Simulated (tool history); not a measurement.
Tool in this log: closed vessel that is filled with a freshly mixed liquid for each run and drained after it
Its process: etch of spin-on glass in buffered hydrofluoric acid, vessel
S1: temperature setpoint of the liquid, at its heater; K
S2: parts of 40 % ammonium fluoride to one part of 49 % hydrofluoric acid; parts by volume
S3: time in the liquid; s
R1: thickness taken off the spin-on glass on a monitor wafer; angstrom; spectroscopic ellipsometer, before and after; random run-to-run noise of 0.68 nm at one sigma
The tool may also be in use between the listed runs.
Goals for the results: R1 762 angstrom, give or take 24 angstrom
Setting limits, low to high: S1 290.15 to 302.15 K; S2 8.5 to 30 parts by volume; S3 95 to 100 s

| run | hour | S1 | S2 | S3 | R1 |
|---|---|---|---|---|---|
| 1 | 0 | 294.15 | 23 | 95 | 1123.4 |
| 2 | 1.1 | 294.15 | 23 | 95 | 1111.8 |
| 3 | 8.4 | 293.65 | 24 | 95 | 1060.6 |
| 4 | 15.4 | 293.65 | 26.5 | 95 | 988.09 |
| 5 | 16.6 | 293.15 | 27 | 95 | 943.29 |
| 6 | 19.8 | 292.65 | 27.5 | 95 | 899.63 |
| 7 | 23 | 292.15 | 27.5 | 95 | 894.34 |
| 8 | 25 | 291.65 | 28 | 95 | 849.99 |
| 9 | 30.2 | 290.65 | 28.5 | 95 | 788.07 |

Of the 4 settings listed for the next run, only one would bring every result within its allowed miss of target. Which one?
| A | 35.4 | 290.15 | 29 | 95 | ? |
| B | 35.4 | 290.65 | 29.5 | 100 | ? |
| C | 35.4 | 290.65 | 27.5 | 95 | ? |
| D | 35.4 | 290.15 | 24.5 | 95 | ? |

| move | R1 |
|---|---|
| A | 757.99 |
| B | 811.42 |
| C | 809.29 |
| D | 851.97 |
A: each result inside its tolerance
B: moves away from the targets compared with the last run
C: moves away from the targets compared with the last run
D: moves away from the targets compared with the last run
The move that meets every target is A.
